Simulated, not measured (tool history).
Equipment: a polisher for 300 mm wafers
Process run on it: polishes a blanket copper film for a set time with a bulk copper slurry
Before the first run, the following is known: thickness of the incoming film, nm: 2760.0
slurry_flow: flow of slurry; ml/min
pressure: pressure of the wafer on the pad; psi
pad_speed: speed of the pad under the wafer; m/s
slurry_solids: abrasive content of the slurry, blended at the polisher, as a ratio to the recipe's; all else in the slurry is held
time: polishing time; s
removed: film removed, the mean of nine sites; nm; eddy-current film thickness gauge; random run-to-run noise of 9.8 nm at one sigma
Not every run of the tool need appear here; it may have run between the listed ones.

| run | hour | slurry_flow | pressure | pad_speed | slurry_solids | time | removed |
|---|---|---|---|---|---|---|---|
| 1 | 0.0 | 275 | 2.2 | 1.34 | 1.0 | 111 | 1123.80 |
| 2 | 8.9 | 275 | 2.2 | 1.52 | 1.0 | 111 | 1251.70 |
| 3 | 16.7 | 275 | 2.2 | 1.66 | 1.0 | 111 | 1389.20 |
| 4 | 23.8 | 275 | 1.9 | 1.64 | 1.0 | 111 | 1186.40 |
| 5 | 26.6 | 275 | 1.9 | 1.64 | 1.0 | 111 | 1152.40 |
| 6 | 30.7 | 275 | 2.1 | 1.64 | 1.0 | 111 | 1297.50 |
| 7 | 31.8 | 275 | 1.9 | 1.64 | 1.0 | 111 | 1198.30 |
| 8 | 38.0 | 275 | 1.7 | 1.64 | 1.0 | 111 | 1061.90 |
| 9 | 43.1 | 275 | 1.6 | 1.64 | 1.0 | 111 | 1026.80 |
| 10 | 44.3 | 275 | 1.5 | 1.64 | 1.0 | 111 | 941.66 |

Predict the results of run 11:
| 11 | 46.3 | 275 | 1.4 | 1.64 | 1.0 | 111 | ? |

Run 11 gave removed 862.64 nm.
